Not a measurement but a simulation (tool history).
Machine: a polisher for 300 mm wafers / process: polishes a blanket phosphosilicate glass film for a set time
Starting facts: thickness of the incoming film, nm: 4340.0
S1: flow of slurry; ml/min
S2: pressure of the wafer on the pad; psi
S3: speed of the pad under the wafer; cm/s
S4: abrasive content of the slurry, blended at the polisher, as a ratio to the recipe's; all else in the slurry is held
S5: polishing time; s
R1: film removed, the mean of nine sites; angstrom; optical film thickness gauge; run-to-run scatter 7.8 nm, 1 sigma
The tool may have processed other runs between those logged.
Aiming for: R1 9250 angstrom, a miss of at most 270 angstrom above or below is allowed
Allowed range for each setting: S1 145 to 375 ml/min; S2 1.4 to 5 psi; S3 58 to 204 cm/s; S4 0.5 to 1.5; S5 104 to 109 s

run 1 hour=0 | S1=240 S2=3.2 S3=130 S4=1 S5=104 | R1=13651
run 2 hour=6.2 | S1=240 S2=3 S3=130 S4=1 S5=104 | R1=12778
run 3 hour=9.8 | S1=240 S2=3 S3=130 S4=1 S5=104 | R1=12562
run 4 hour=14.9 | S1=240 S2=2.9 S3=130 S4=1 S5=104 | R1=12335
run 5 hour=16.5 | S1=205 S2=2.9 S3=130 S4=1 S5=104 | R1=11904
run 6 hour=19.5 | S1=165 S2=2.9 S3=130 S4=1 S5=104 | R1=11900
run 7 hour=20.9 | S1=165 S2=2 S3=128 S4=1 S5=104 | R1=8143.5
run 8 hour=29.1 | S1=170 S2=2 S3=128 S4=1 S5=104 | R1=8111.1
run 9 hour=32.9 | S1=175 S2=2 S3=128 S4=1 S5=104 | R1=8024.6
run 10 hour=39.2 | S1=175 S2=2.5 S3=128 S4=1 S5=104 | R1=10078
run 11 hour=42 | S1=175 S2=2.4 S3=128 S4=1 S5=104 | R1=9778

5 candidate next runs follow, results not yet known. Just one meets every target within its allowed miss. Identify it.
run A hour=44.8 | S1=190 S2=2.2 S3=130 S4=0.9 S5=104 | R1=?
run B hour=44.8 | S1=145 S2=2.2 S3=120 S4=1.05 S5=104 | R1=?
run C hour=44.8 | S1=190 S2=2.3 S3=106 S4=1.1 S5=106 | R1=?
run D hour=44.8 | S1=160 S2=2.4 S3=116 S4=1 S5=109 | R1=?
run E hour=44.8 | S1=190 S2=2 S3=132 S4=1.05 S5=104 | R1=?

move=A R1=8753.3
move=B R1=8478.7
move=C R1=8650
move=D R1=9336.2
move=E R1=8674.8
A: moves the result that the last run missed by most past its target, out the other side
B: moves the result that the last run missed by most past its target, out the other side
C: moves the result that the last run missed by most past its target, out the other side
D: in spec on every target
E: moves the result that the last run missed by most past its target, out the other side
Answer: D
